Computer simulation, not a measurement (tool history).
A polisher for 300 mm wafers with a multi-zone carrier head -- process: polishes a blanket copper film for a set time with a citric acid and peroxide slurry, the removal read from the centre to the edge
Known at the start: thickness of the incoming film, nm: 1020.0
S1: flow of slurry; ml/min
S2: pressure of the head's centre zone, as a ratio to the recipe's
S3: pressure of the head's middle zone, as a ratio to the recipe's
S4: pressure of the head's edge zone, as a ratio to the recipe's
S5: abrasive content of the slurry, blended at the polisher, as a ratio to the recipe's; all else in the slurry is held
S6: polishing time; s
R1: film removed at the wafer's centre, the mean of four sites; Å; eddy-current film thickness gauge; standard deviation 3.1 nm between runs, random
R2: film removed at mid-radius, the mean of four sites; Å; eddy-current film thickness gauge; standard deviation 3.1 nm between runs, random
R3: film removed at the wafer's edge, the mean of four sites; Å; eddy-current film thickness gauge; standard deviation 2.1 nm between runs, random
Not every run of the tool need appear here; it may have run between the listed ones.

{"run": 1, "hour": 0.0, "S1": 165, "S2": 1.0, "S3": 1.0, "S4": 1.0, "S5": 1.0, "S6": 70, "R1": 1362.2, "R2": 1398.1, "R3": 1474.9}
{"run": 2, "hour": 4.6, "S1": 200, "S2": 1.0, "S3": 1.0, "S4": 1.0, "S5": 1.0, "S6": 70, "R1": 1435.1, "R2": 1419.9, "R3": 1499.2}
{"run": 3, "hour": 7.8, "S1": 200, "S2": 1.0, "S3": 1.0, "S4": 1.0, "S5": 1.2, "S6": 70, "R1": 1509.3, "R2": 1450.5, "R3": 1528.9}
{"run": 4, "hour": 12.8, "S1": 205, "S2": 1.03, "S3": 1.05, "S4": 1.0, "S5": 1.3, "S6": 77, "R1": 1704.1, "R2": 1701.6, "R3": 1673.1}
{"run": 5, "hour": 19.7, "S1": 205, "S2": 1.03, "S3": 1.05, "S4": 1.0, "S5": 1.3, "S6": 88, "R1": 1979.3, "R2": 1943.0, "R3": 1953.1}
{"run": 6, "hour": 22.2, "S1": 215, "S2": 1.06, "S3": 1.08, "S4": 1.01, "S5": 1.35, "S6": 90, "R1": 2068.0, "R2": 2112.6, "R3": 1990.3}

Predict the results of run 7:
{"run": 7, "hour": 25.7, "S1": 220, "S2": 1.09, "S3": 1.08, "S4": 1.01, "S5": 1.4, "S6": 92, "R1": "?", "R2": "?", "R3": "?"}

Run 7 yielded R1 2186.7 Å, R2 2173.4 Å, R3 2103.8 Å.

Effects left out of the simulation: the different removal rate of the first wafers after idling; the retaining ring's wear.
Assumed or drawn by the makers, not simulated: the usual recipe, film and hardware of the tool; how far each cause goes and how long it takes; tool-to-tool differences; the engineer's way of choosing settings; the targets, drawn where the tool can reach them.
